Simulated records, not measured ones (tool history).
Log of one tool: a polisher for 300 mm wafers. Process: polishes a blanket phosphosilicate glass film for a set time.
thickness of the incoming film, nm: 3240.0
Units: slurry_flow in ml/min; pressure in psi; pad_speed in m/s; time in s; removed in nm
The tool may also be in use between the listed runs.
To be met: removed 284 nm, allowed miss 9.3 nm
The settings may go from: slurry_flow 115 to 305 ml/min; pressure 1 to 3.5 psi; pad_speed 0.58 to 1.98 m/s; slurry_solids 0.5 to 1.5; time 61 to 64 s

run 1 hour=0 | slurry_flow=195 pressure=2.2 pad_speed=1.28 slurry_solids=1 time=61 | removed=361.06
run 2 hour=6.1 | slurry_flow=195 pressure=2.1 pad_speed=1.28 slurry_solids=1 time=61 | removed=348.67
run 3 hour=9.1 | slurry_flow=195 pressure=2 pad_speed=1.28 slurry_solids=1 time=61 | removed=334.67
run 4 hour=17.1 | slurry_flow=195 pressure=2 pad_speed=1.12 slurry_solids=1 time=61 | removed=305.64
run 5 hour=22.7 | slurry_flow=195 pressure=2 pad_speed=1.26 slurry_solids=1 time=61 | removed=329.12
run 6 hour=31.4 | slurry_flow=195 pressure=2 pad_speed=1.26 slurry_solids=1 time=61 | removed=332.83
run 7 hour=33.9 | slurry_flow=195 pressure=1.9 pad_speed=1.26 slurry_solids=1 time=61 | removed=320.63
run 8 hour=36.1 | slurry_flow=195 pressure=1.8 pad_speed=1.26 slurry_solids=1 time=61 | removed=308.36

4 next moves are on the table. One of them brings every result within its allowed miss. Which?
run A hour=38.3 | slurry_flow=200 pressure=2 pad_speed=1.26 slurry_solids=1.05 time=64 | removed=?
run B hour=38.3 | slurry_flow=205 pressure=1.3 pad_speed=1.46 slurry_solids=1 time=63 | removed=?
run C hour=38.3 | slurry_flow=305 pressure=1.4 pad_speed=1.14 slurry_solids=1.3 time=64 | removed=?
run D hour=38.3 | slurry_flow=185 pressure=1.4 pad_speed=1.42 slurry_solids=1 time=61 | removed=?

move=A removed=353.93
move=B removed=257.66
move=C removed=279.47
move=D removed=258.03
A: further off than the last run
B: takes the result that was furthest off past its target
C: meets every target
D: takes the result that was furthest off past its target
The right move is C.
